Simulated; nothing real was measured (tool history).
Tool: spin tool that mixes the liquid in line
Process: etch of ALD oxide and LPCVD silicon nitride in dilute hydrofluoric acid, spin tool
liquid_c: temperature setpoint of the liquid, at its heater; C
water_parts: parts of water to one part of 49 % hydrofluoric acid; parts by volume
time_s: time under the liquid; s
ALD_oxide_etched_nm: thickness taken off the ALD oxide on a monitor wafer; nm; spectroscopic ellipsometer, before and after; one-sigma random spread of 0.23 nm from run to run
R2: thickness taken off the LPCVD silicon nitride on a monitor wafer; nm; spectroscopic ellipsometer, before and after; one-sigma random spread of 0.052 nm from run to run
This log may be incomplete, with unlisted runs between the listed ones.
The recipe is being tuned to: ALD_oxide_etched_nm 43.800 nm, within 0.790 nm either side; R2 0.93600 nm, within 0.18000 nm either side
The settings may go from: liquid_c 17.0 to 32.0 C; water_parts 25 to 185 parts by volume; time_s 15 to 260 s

{"run": 1, "day": 0.0, "liquid_c": 24.0, "water_parts": 105, "time_s": 130, "ALD_oxide_etched_nm": 25.811, "R2": 0.66164}
{"run": 2, "day": 0.212, "liquid_c": 24.0, "water_parts": 75, "time_s": 130, "ALD_oxide_etched_nm": 37.876, "R2": 0.9361}
{"run": 3, "day": 0.483, "liquid_c": 24.0, "water_parts": 105, "time_s": 130, "ALD_oxide_etched_nm": 26.022, "R2": 0.63102}
{"run": 4, "day": 0.842, "liquid_c": 25.5, "water_parts": 100, "time_s": 130, "ALD_oxide_etched_nm": 28.982, "R2": 0.71233}
{"run": 5, "day": 1.104, "liquid_c": 27.5, "water_parts": 95, "time_s": 130, "ALD_oxide_etched_nm": 33.504, "R2": 0.94167}
{"run": 6, "day": 1.379, "liquid_c": 30.0, "water_parts": 95, "time_s": 130, "ALD_oxide_etched_nm": 36.692, "R2": 1.1476}
{"run": 7, "day": 1.592, "liquid_c": 29.5, "water_parts": 90, "time_s": 130, "ALD_oxide_etched_nm": 38.514, "R2": 1.0696}
{"run": 8, "day": 1.625, "liquid_c": 29.5, "water_parts": 85, "time_s": 130, "ALD_oxide_etched_nm": 40.509, "R2": 1.1908}
{"run": 9, "day": 1.708, "liquid_c": 29.5, "water_parts": 75, "time_s": 130, "ALD_oxide_etched_nm": 47.073, "R2": 1.2786}

Below are 4 possible settings for the next run. Only one of them brings all results inside the allowed miss of their targets. Which is it?
{"run": "A", "day": 1.792, "liquid_c": 23.0, "water_parts": 40, "time_s": 80, "ALD_oxide_etched_nm": "?", "R2": "?"}
{"run": "B", "day": 1.792, "liquid_c": 32.0, "water_parts": 75, "time_s": 130, "ALD_oxide_etched_nm": "?", "R2": "?"}
{"run": "C", "day": 1.792, "liquid_c": 20.0, "water_parts": 40, "time_s": 95, "ALD_oxide_etched_nm": "?", "R2": "?"}
{"run": "D", "day": 1.792, "liquid_c": 21.5, "water_parts": 25, "time_s": 55, "ALD_oxide_etched_nm": "?", "R2": "?"}

move=A ALD_oxide_etched_nm=43.769 R2=0.94252
move=B ALD_oxide_etched_nm=51.606 R2=1.48460
move=C ALD_oxide_etched_nm=45.782 R2=0.90991
move=D ALD_oxide_etched_nm=46.063 R2=0.92013
A: all results in spec
B: lands further from the targets than the last run did
C: gains on the last run, yet a result remains outside its allowed miss
D: gains on the last run, yet a result remains outside its allowed miss
The right move is A.
